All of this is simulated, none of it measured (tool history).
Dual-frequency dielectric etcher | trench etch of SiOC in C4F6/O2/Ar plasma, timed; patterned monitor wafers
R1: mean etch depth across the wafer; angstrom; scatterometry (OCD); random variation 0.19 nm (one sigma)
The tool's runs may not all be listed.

{"run": 1, "hour": 0.0, "source power (W)": 340, "bias power (W)": 172, "etch time (s)": 17.5, "R1": 337.31}
{"run": 2, "hour": 7.6, "source power (W)": 400, "bias power (W)": 172, "etch time (s)": 17.5, "R1": 357.68}
{"run": 3, "hour": 11.5, "source power (W)": 400, "bias power (W)": 172, "etch time (s)": 17.5, "R1": 358.56}
{"run": 4, "hour": 15.7, "source power (W)": 370, "bias power (W)": 172, "etch time (s)": 17.5, "R1": 348.8}
{"run": 5, "hour": 23.6, "source power (W)": 350, "bias power (W)": 166, "etch time (s)": 17.5, "R1": 339.8}
{"run": 6, "hour": 29.5, "source power (W)": 350, "bias power (W)": 166, "etch time (s)": 18.5, "R1": 356.78}
{"run": 7, "hour": 33.9, "source power (W)": 340, "bias power (W)": 160, "etch time (s)": 18.5, "R1": 352.6}

The next listed run, before its measurement:
{"run": 8, "hour": 36.9, "source power (W)": 330, "bias power (W)": 154, "etch time (s)": 18.5, "R1": "?"}

R1: 344.02 angstrom
